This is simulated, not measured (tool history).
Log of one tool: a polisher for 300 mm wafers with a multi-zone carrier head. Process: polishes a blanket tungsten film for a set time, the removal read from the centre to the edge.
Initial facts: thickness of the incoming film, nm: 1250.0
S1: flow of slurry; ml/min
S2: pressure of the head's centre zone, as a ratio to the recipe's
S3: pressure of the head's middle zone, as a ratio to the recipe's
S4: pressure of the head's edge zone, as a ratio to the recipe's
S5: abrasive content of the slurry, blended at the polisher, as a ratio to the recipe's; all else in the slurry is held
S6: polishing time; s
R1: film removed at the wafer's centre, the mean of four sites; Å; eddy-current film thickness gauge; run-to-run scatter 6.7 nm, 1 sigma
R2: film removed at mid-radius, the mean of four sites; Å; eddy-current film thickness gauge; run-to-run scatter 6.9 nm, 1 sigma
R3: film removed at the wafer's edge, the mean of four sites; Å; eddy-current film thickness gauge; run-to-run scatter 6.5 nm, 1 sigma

run 1 hour=0 | S1=250 S2=1 S3=1 S4=1 S5=1 S6=81 | R1=5004.4 R2=5118.7 R3=5385.7
run 2 hour=2.9 | S1=255 S2=1.02 S3=0.98 S4=1.05 S5=1.15 S6=84 | R1=5405.4 R2=5495.6 R3=5877.6
run 3 hour=4.5 | S1=255 S2=1.02 S3=0.98 S4=1.05 S5=1.3 S6=84 | R1=5507 R2=5634.5 R3=5967.8
run 4 hour=9.7 | S1=255 S2=1.02 S3=0.92 S4=1.05 S5=1.3 S6=84 | R1=5657.6 R2=5391.7 R3=6009.8
run 5 hour=16.2 | S1=255 S2=1.02 S3=0.92 S4=1.05 S5=1.5 S6=84 | R1=5708.6 R2=5591.2 R3=6239.7
run 6 hour=24.5 | S1=265 S2=1.04 S3=0.9 S4=1.09 S5=1.5 S6=86 | R1=5909 R2=5644.6 R3=6493.6
run 7 hour=29.8 | S1=270 S2=1.06 S3=0.89 S4=1.11 S5=1.5 S6=88 | R1=6075.9 R2=5721.5 R3=6744.2
run 8 hour=31.3 | S1=275 S2=1.08 S3=0.89 S4=1.12 S5=1.5 S6=90 | R1=6408 R2=5806.3 R3=6902.4

Run 9, settings as shown, results not yet in. Your forecast:
run 9 hour=39.9 | S1=280 S2=1.09 S3=0.89 S4=1.13 S5=1.5 S6=91 | R1=? R2=? R3=?

{"run 9": {"R1": 6619, "R2": 5881.8, "R3": 7021.1}}
